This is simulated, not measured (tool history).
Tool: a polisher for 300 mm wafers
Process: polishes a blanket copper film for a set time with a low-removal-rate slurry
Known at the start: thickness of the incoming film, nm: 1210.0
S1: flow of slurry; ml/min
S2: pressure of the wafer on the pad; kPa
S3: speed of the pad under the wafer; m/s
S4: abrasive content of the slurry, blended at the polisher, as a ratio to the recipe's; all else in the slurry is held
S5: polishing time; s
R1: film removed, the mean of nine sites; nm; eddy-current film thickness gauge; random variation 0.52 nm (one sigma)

{"run": 1, "hour": 0.0, "S1": 205, "S2": 12.4, "S3": 0.86, "S4": 1, "S5": 49, "R1": 62.457}
{"run": 2, "hour": 3.7, "S1": 205, "S2": 12.4, "S3": 0.86, "S4": 1.15, "S5": 49, "R1": 64.573}
{"run": 3, "hour": 9.4, "S1": 205, "S2": 12.4, "S3": 0.68, "S4": 1.15, "S5": 49, "R1": 53.526}
{"run": 4, "hour": 14.7, "S1": 205, "S2": 11, "S3": 0.68, "S4": 1.15, "S5": 49, "R1": 47.404}
{"run": 5, "hour": 17.9, "S1": 205, "S2": 11, "S3": 0.88, "S4": 1.15, "S5": 49, "R1": 58.693}
{"run": 6, "hour": 22.3, "S1": 210, "S2": 11.7, "S3": 0.88, "S4": 1.15, "S5": 49, "R1": 62.029}
{"run": 7, "hour": 22.9, "S1": 210, "S2": 11.7, "S3": 0.88, "S4": 1.15, "S5": 49, "R1": 62.539}

The next listed run, before its measurement:
{"run": 8, "hour": 24.7, "S1": 215, "S2": 12.4, "S3": 0.88, "S4": 1.15, "S5": 49, "R1": "?"}

{"run 8": {"R1": 65.402}}
